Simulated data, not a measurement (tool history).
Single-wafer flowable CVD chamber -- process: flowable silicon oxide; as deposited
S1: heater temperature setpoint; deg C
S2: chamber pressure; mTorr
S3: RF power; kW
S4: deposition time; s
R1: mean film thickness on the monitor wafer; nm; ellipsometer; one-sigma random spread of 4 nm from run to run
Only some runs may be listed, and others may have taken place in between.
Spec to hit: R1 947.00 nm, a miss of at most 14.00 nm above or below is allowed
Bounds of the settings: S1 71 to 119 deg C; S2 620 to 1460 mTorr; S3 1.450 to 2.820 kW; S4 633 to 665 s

| run | hour | S1 | S2 | S3 | S4 | R1 |
|---|---|---|---|---|---|---|
| 1 | 0.0 | 95 | 1040 | 2.135 | 665 | 721.99 |
| 2 | 6.7 | 93 | 1040 | 2.135 | 665 | 776.32 |
| 3 | 13.1 | 93 | 1120 | 2.135 | 665 | 828.03 |
| 4 | 13.8 | 93 | 1120 | 1.905 | 665 | 810.09 |
| 5 | 22.4 | 93 | 1190 | 1.905 | 665 | 866.75 |
|  | 28.6 | capacitance manometer re-zeroed and calibrated |
| 6 | 28.6 | 93 | 1190 | 1.905 | 665 | 813.90 |
| 7 | 34.2 | 92 | 1190 | 1.905 | 665 | 837.61 |
| 8 | 36.5 | 91 | 1190 | 1.905 | 665 | 864.46 |
| 9 | 43.9 | 90 | 1190 | 1.905 | 665 | 892.42 |

Next run, 4 choices. One meets every target within its allowed miss, the rest don't. Which?
| A | 51.3 | 90 | 1200 | 1.885 | 637 | ? |
| B | 51.3 | 84 | 1100 | 1.790 | 645 | ? |
| C | 51.3 | 89 | 1110 | 1.590 | 658 | ? |
| D | 51.3 | 89 | 1070 | 1.905 | 638 | ? |

| move | R1 |
|---|---|
| A | 861.26 |
| B | 953.59 |
| C | 820.32 |
| D | 799.61 |
A: further off than the last run
B: meets every target
C: further off than the last run
D: further off than the last run
Move B is the one to make.
